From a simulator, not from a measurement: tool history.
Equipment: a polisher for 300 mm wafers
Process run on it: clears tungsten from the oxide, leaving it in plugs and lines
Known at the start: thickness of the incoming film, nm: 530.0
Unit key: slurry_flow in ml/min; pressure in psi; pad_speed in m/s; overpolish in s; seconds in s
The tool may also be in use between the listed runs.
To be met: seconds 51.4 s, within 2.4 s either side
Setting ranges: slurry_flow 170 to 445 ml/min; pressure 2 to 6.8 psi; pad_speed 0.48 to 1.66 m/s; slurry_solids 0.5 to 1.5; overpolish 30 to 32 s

run 1 hour=0 | slurry_flow=285 pressure=4.4 pad_speed=1.06 slurry_solids=1 overpolish=30 | seconds=79.642
run 2 hour=2.2 | slurry_flow=285 pressure=5.1 pad_speed=1.06 slurry_solids=1 overpolish=30 | seconds=70.748
run 3 hour=3.9 | slurry_flow=285 pressure=5.3 pad_speed=1.06 slurry_solids=1 overpolish=30 | seconds=66.025
run 4 hour=7.4 | slurry_flow=285 pressure=5.5 pad_speed=1.06 slurry_solids=1 overpolish=30 | seconds=66.257
run 5 hour=16.2 | slurry_flow=285 pressure=5.5 pad_speed=1.06 slurry_solids=1.1 overpolish=30 | seconds=61.981
run 6 hour=18.7 | slurry_flow=285 pressure=5.6 pad_speed=1.06 slurry_solids=1.1 overpolish=30 | seconds=61.66
run 7 hour=22.2 | slurry_flow=285 pressure=5.7 pad_speed=1.06 slurry_solids=1.1 overpolish=30 | seconds=61.426
run 8 hour=23.3 | slurry_flow=285 pressure=5.8 pad_speed=1.06 slurry_solids=1.1 overpolish=30 | seconds=61.275
run 9 hour=24.6 | slurry_flow=285 pressure=5.9 pad_speed=1.06 slurry_solids=1.1 overpolish=30 | seconds=59.841
run 10 hour=25.2 | slurry_flow=285 pressure=6 pad_speed=1.06 slurry_solids=1.1 overpolish=30 | seconds=58.708

Exactly one of the 5 candidate moves below puts every result within its allowed miss. Which one?
run A hour=25.8 | slurry_flow=285 pressure=6 pad_speed=1 slurry_solids=1.1 overpolish=31 | seconds=?
run B hour=25.8 | slurry_flow=310 pressure=6 pad_speed=0.84 slurry_solids=1.15 overpolish=30 | seconds=?
run C hour=25.8 | slurry_flow=280 pressure=6.1 pad_speed=1.04 slurry_solids=1.15 overpolish=32 | seconds=?
run D hour=25.8 | slurry_flow=275 pressure=6.2 pad_speed=1.2 slurry_solids=1.05 overpolish=30 | seconds=?
run E hour=25.8 | slurry_flow=310 pressure=5.4 pad_speed=0.96 slurry_solids=1.05 overpolish=30 | seconds=?

move=A seconds=60.017
move=B seconds=66.738
move=C seconds=57.141
move=D seconds=51.448
move=E seconds=68.45
A: its largest miss is bigger than the last run's
B: its largest miss is bigger than the last run's
C: an improvement on the last run, though not all results are within tolerance
D: all results land within tolerance of their targets
E: its largest miss is bigger than the last run's
D is the move that brings every result within its allowed miss.

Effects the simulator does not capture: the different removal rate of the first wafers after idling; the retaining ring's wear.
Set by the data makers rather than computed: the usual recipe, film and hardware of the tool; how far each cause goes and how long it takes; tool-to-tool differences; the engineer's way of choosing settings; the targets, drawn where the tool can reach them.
